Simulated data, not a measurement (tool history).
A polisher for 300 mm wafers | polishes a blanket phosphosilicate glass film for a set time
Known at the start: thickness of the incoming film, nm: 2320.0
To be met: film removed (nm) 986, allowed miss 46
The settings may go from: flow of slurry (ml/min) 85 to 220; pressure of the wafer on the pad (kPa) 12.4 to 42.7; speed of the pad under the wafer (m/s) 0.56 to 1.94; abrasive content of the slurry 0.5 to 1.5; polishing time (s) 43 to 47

run  hour  flow of slurry (ml/min)  pressure of the wafer on the pad (kPa)  speed of the pad under the wafer (m/s)  abrasive content of the slurry  polishing time (s)  film removed (nm)
  1     0                      140                                    27.6                                    1.24                               1                  47             741.74
  2   8.3                      140                                      29                                    1.24                               1                  47             771.79
  3  14.6                      140                                    22.1                                    1.24                               1                  47             593.64
  4    22                      140                                    16.5                                    1.24                               1                  47             455.17
  5  23.6                      140                                    20.7                                    1.26                               1                  47             571.74
  6  26.2                      140                                    23.4                                    1.26                               1                  47             645.05
  7  33.3                      140                                    25.5                                    1.26                               1                  47             705.65
  8  41.5                      140                                    26.9                                    1.26                               1                  47             745.67
  9  44.7                      140                                    28.3                                    1.26                               1                  47             757.76
 10  52.6                      140                                    29.6                                    1.26                               1                  47              819.5
     59.7  -- head pressure recalibrated
 11  59.7                      140                                    30.3                                    1.26                               1                  47             787.51

5 next moves are on the table. One of them brings every result within its allowed miss. Which?
  A  66.8                      120                                    33.8                                    1.84                            1.05                  47                  ?
  B  66.8                      150                                    28.3                                    1.26                             0.9                  44                  ?
  C  66.8                      160                                    28.3                                    1.22                               1                  43                  ?
  D  66.8                      140                                    34.5                                     1.4                             1.1                  47                  ?
  E  66.8                      155                                    30.3                                    1.26                            1.05                  47                  ?

move  film removed (nm)
   A             1066.4
   B             652.99
   C             671.23
   D             982.42
   E             815.17
A: takes the result that was furthest off past its target
B: further off than the last run
C: further off than the last run
D: meets every target
E: nearer than the last run, and not there yet
Move D is the one to make.

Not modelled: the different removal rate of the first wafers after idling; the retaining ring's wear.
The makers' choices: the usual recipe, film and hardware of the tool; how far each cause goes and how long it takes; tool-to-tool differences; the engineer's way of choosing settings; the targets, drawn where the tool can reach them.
